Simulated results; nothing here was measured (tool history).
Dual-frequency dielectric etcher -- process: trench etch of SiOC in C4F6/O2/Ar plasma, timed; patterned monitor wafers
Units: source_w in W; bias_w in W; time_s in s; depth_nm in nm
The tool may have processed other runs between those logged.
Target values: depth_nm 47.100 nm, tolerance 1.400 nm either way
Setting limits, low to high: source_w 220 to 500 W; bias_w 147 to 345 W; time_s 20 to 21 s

run 1 hour=0.0 | source_w=360 bias_w=246 time_s=20 | depth_nm=40.601
run 2 hour=7.7 | source_w=360 bias_w=207 time_s=20 | depth_nm=38.361
run 3 hour=10.2 | source_w=380 bias_w=221 time_s=20 | depth_nm=40.270
run 4 hour=16.6 | source_w=380 bias_w=245 time_s=20 | depth_nm=41.605
run 5 hour=21.5 | source_w=400 bias_w=250 time_s=20 | depth_nm=42.894
run 6 hour=30.4 | source_w=410 bias_w=254 time_s=20 | depth_nm=43.436
run 7 hour=33.0 | source_w=420 bias_w=258 time_s=20 | depth_nm=44.170
run 8 hour=38.6 | source_w=430 bias_w=261 time_s=20 | depth_nm=44.649
run 9 hour=46.2 | source_w=440 bias_w=264 time_s=20 | depth_nm=44.997

Consider the 4 candidate settings below. Which is the only one whose results all fall within their allowed miss of target?
run A hour=53.8 | source_w=430 bias_w=259 time_s=21 | depth_nm=?
run B hour=53.8 | source_w=480 bias_w=230 time_s=20 | depth_nm=?
run C hour=53.8 | source_w=450 bias_w=299 time_s=21 | depth_nm=?
run D hour=53.8 | source_w=440 bias_w=296 time_s=21 | depth_nm=?

move=A depth_nm=46.598
move=B depth_nm=44.741
move=C depth_nm=49.812
move=D depth_nm=49.180
A: every result within its allowed miss
B: its largest miss is bigger than the last run's
C: pushes the last run's worst result past its target
D: pushes the last run's worst result past its target
So the answer is move A, the one that meets all the targets.

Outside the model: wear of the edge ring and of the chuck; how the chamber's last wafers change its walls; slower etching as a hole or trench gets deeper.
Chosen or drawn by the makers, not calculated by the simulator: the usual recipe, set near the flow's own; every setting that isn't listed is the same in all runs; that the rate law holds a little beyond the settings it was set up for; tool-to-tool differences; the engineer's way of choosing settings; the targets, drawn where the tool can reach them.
